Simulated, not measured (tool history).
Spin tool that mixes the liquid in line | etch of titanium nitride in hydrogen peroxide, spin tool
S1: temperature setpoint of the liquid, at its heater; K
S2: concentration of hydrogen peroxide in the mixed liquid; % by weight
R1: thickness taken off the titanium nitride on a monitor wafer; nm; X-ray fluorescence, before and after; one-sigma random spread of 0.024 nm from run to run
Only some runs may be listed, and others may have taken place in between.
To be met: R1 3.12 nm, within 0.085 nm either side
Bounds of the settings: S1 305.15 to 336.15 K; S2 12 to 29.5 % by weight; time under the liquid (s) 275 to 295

run 1 day=0 | S1=320.15 S2=20 time_under_the_liquid_(s)=275 | R1=5.1837
run 2 day=0.088 | S1=324.65 S2=20 time_under_the_liquid_(s)=275 | R1=7.2493
run 3 day=0.233 | S1=322.65 S2=20 time_under_the_liquid_(s)=275 | R1=6.3533
run 4 day=0.558 | S1=321.15 S2=20 time_under_the_liquid_(s)=275 | R1=5.5328
run 5 day=0.642 | S1=319.65 S2=20 time_under_the_liquid_(s)=275 | R1=4.9607
run 6 day=0.717 | S1=319.65 S2=20 time_under_the_liquid_(s)=295 | R1=5.3893
run 7 day=1.067 | S1=318.65 S2=20 time_under_the_liquid_(s)=295 | R1=4.9732
run 8 day=1.267 | S1=317.65 S2=20 time_under_the_liquid_(s)=295 | R1=4.6117
run 9 day=1.542 | S1=316.65 S2=20 time_under_the_liquid_(s)=295 | R1=4.3542
run 10 day=1.754 | S1=315.65 S2=20 time_under_the_liquid_(s)=295 | R1=4.0251
run 11 day=1.846 | S1=315.15 S2=20 time_under_the_liquid_(s)=295 | R1=3.8582
run 12 day=2.108 | S1=311.65 S2=20 time_under_the_liquid_(s)=295 | R1=2.9475

Pick the move, out of 5, that brings all results within their allowed miss; only one does.
run A day=2.371 | S1=313.65 S2=19 time_under_the_liquid_(s)=275 | R1=?
run B day=2.371 | S1=310.65 S2=22.5 time_under_the_liquid_(s)=295 | R1=?
run C day=2.371 | S1=313.15 S2=21 time_under_the_liquid_(s)=295 | R1=?
run D day=2.371 | S1=313.15 S2=23 time_under_the_liquid_(s)=295 | R1=?
run E day=2.371 | S1=314.15 S2=21 time_under_the_liquid_(s)=275 | R1=?

move=A R1=3.1056
move=B R1=2.733
move=C R1=3.2743
move=D R1=3.3392
move=E R1=3.2978
A: meets every target
B: the biggest miss grows against the last run
C: carries the result that was furthest off beyond its target, to the other side
D: carries the result that was furthest off beyond its target, to the other side
E: carries the result that was furthest off beyond its target, to the other side
Move A is the one to make.
